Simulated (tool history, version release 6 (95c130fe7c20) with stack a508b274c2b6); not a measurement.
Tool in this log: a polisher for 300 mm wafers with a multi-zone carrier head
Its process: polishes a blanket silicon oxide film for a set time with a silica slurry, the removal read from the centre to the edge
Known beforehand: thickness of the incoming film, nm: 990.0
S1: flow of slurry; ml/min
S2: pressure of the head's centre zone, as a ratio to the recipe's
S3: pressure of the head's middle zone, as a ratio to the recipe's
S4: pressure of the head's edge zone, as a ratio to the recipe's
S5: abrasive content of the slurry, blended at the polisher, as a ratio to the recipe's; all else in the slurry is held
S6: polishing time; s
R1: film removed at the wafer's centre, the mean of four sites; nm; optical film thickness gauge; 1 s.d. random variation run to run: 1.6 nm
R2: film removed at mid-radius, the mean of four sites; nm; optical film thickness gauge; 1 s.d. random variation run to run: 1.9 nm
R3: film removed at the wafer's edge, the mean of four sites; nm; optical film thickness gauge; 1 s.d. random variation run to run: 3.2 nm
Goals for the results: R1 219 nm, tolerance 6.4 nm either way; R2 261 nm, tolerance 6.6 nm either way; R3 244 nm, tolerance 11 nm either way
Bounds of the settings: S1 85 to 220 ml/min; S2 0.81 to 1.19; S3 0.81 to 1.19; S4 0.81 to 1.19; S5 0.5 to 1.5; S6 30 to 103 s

run	hour	S1	S2	S3	S4	S5	S6	R1	R2	R3
1	0	140	1	1	1	1	66	197.35	197.88	189.24
2	1.9	170	1	1	1	1	66	204.11	207.21	199.97
3	3.3	180	0.99	1.03	1.03	1	66	205.33	215.78	200.59
4	7.8	195	0.99	1.03	1.03	1	66	208.44	215.38	207.03
5	16.7	175	0.99	1.03	1.03	1	66	203.6	210.56	201.28
6	19.8	175	0.99	0.98	1.03	1	66	203.3	202.82	203.7
7	22.3	185	0.97	1.01	1.05	1.05	66	206.23	212.68	203.73
8	28.8	145	0.87	1.08	1.11	1.3	71	210.57	253.94	242.55

4 candidate next runs follow, results not yet known. Just one meets every target within its allowed miss. Identify it.
A	35.3	180	0.9	1.11	1.15	1.15	72	?	?	?
B	35.3	150	0.85	1.07	1.11	1.35	68	?	?	?
C	35.3	155	0.9	1.09	1.09	1.35	68	?	?	?
D	35.3	165	0.83	1.05	1.19	1.3	71	?	?	?

move	R1	R2	R3
A	219.58	260.09	248.33
B	201.1	243.21	237.56
C	212.45	248.68	236.45
D	207.6	251.35	257.38
A: each result inside its tolerance
B: moves away from the targets compared with the last run
C: moves away from the targets compared with the last run
D: moves away from the targets compared with the last run
A is the move that brings every result within its allowed miss.
